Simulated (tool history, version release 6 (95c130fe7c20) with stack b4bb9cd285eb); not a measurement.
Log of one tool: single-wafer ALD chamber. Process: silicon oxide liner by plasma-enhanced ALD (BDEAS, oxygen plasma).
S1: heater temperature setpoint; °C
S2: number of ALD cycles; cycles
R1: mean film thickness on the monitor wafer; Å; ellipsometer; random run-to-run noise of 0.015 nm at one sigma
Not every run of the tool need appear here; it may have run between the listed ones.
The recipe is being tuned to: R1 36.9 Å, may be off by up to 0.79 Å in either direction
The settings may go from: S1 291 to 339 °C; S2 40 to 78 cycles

run,hour,S1,S2,R1
1,0,315,59,46.324
2,1.3,315,57,44.555
3,5.9,311,57,45.051
4,8.1,316,57,44.588
5,9.5,317,55,42.883
# hour 16: thermocouple changed; heater temperature recalibrated
6,16,307,55,43.617
7,23.9,308,53,42.385
8,26.3,309,51,40.292
9,32.6,310,50,39.557
10,34.1,311,49,39.024
11,38.1,311,45,35.545
12,44.3,310,45,35.714
13,50.4,309,45,35.816
14,55.2,309,45,35.674

Which one of the following 4 next-run settings gets every result inside its allowed miss? There is exactly one.
A,60,303,44,?
B,60,298,46,?
C,60,292,42,?
D,60,302,43,?

move,R1
A,35.305
B,37.138
C,34.56
D,34.545
A: its largest miss is bigger than the last run's
B: in spec on every target
C: its largest miss is bigger than the last run's
D: its largest miss is bigger than the last run's
Move B is the one to make.
